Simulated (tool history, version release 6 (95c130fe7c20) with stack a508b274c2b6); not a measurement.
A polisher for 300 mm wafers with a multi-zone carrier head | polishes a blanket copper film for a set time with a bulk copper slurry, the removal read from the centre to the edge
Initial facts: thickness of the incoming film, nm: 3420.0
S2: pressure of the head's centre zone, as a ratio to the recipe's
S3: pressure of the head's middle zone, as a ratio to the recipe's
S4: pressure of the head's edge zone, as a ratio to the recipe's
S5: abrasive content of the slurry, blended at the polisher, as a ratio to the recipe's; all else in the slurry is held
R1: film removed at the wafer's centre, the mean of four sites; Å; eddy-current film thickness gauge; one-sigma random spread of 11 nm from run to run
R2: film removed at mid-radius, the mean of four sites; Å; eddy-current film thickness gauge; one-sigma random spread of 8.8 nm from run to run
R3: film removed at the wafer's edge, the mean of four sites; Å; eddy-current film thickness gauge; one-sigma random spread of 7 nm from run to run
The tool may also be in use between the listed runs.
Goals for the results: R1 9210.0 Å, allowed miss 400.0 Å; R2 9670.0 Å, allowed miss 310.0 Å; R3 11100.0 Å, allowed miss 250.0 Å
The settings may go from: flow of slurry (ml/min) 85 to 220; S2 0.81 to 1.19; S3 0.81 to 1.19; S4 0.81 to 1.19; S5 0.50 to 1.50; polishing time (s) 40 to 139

Run 1, hour 0.0: flow of slurry (ml/min) 140, S2 1.00, S3 1.00, S4 1.00, S5 1.00, polishing time (s) 89. Result: R1 7967.6 Å, R2 8001.1 Å, R3 7898.8 Å.
Run 2, hour 1.5: flow of slurry (ml/min) 140, S2 1.00, S3 1.08, S4 1.00, S5 1.00, polishing time (s) 89. Result: R1 7871.4 Å, R2 8452.2 Å, R3 7991.5 Å.
Run 3, hour 8.2: flow of slurry (ml/min) 170, S2 1.00, S3 1.08, S4 1.00, S5 1.00, polishing time (s) 89. Result: R1 8337.8 Å, R2 8762.8 Å, R3 8141.5 Å.
Run 4, hour 12.7: flow of slurry (ml/min) 165, S2 0.98, S3 1.05, S4 1.04, S5 1.10, polishing time (s) 92. Result: R1 8565.6 Å, R2 8967.2 Å, R3 8654.5 Å.
Run 5, hour 13.4: flow of slurry (ml/min) 165, S2 0.98, S3 1.05, S4 1.12, S5 1.10, polishing time (s) 92. Result: R1 8452.0 Å, R2 8999.4 Å, R3 8999.4 Å.
Run 6, hour 14.3: flow of slurry (ml/min) 130, S2 0.98, S3 1.05, S4 1.12, S5 1.10, polishing time (s) 92. Result: R1 8023.9 Å, R2 8604.8 Å, R3 8769.4 Å.
Run 7, hour 18.1: flow of slurry (ml/min) 130, S2 0.96, S3 1.02, S4 1.13, S5 1.15, polishing time (s) 95. Result: R1 8203.9 Å, R2 8799.5 Å, R3 9144.0 Å.
Run 8, hour 25.4: flow of slurry (ml/min) 130, S2 0.96, S3 1.02, S4 1.13, S5 1.15, polishing time (s) 95. Result: R1 8247.7 Å, R2 8656.8 Å, R3 9079.4 Å.
Run 9, hour 29.8: flow of slurry (ml/min) 130, S2 0.94, S3 1.00, S4 1.14, S5 1.20, polishing time (s) 98. Result: R1 8342.0 Å, R2 8814.8 Å, R3 9490.7 Å.
Run 10, hour 33.3: flow of slurry (ml/min) 130, S2 0.94, S3 1.00, S4 1.14, S5 1.20, polishing time (s) 98. Result: R1 8461.3 Å, R2 8910.8 Å, R3 9500.5 Å.
Run 11, hour 38.8: flow of slurry (ml/min) 135, S2 0.92, S3 0.99, S4 1.15, S5 1.25, polishing time (s) 100. Result: R1 8388.3 Å, R2 9194.0 Å, R3 9849.2 Å.
Run 12, hour 47.2: flow of slurry (ml/min) 175, S2 0.94, S3 0.89, S4 1.19, S5 1.50, polishing time (s) 102. Result: R1 9529.0 Å, R2 9263.1 Å, R3 11110.0 Å.
Run 13, hour 54.4: flow of slurry (ml/min) 175, S2 0.93, S3 0.90, S4 1.19, S5 1.50, polishing time (s) 102. Result: R1 9412.9 Å, R2 9329.2 Å, R3 11082.0 Å.

Consider the 4 candidate settings below. Which is the only one whose results all fall within their allowed miss of target?
Run A, hour 61.6: flow of slurry (ml/min) 160, S2 0.90, S3 0.93, S4 1.17, S5 1.40, polishing time (s) 106. Result: R1 ?, R2 ?, R3 ?.
Run B, hour 61.6: flow of slurry (ml/min) 195, S2 0.93, S3 0.87, S4 1.19, S5 1.45, polishing time (s) 101. Result: R1 ?, R2 ?, R3 ?.
Run C, hour 61.6: flow of slurry (ml/min) 200, S2 0.95, S3 0.84, S4 1.19, S5 1.50, polishing time (s) 100. Result: R1 ?, R2 ?, R3 ?.
Run D, hour 61.6: flow of slurry (ml/min) 180, S2 0.91, S3 0.87, S4 1.19, S5 1.50, polishing time (s) 101. Result: R1 ?, R2 ?, R3 ?.

move      R1      R2       R3
   A  9323.8  9600.2  10932.0
   B  9590.4  9006.4  10847.0
   C  9802.1  8751.8  10842.0
   D  9309.0  8950.6  10814.0
A: each result inside its tolerance
B: lands further from the targets than the last run did
C: lands further from the targets than the last run did
D: lands further from the targets than the last run did
Move A is the one to make.
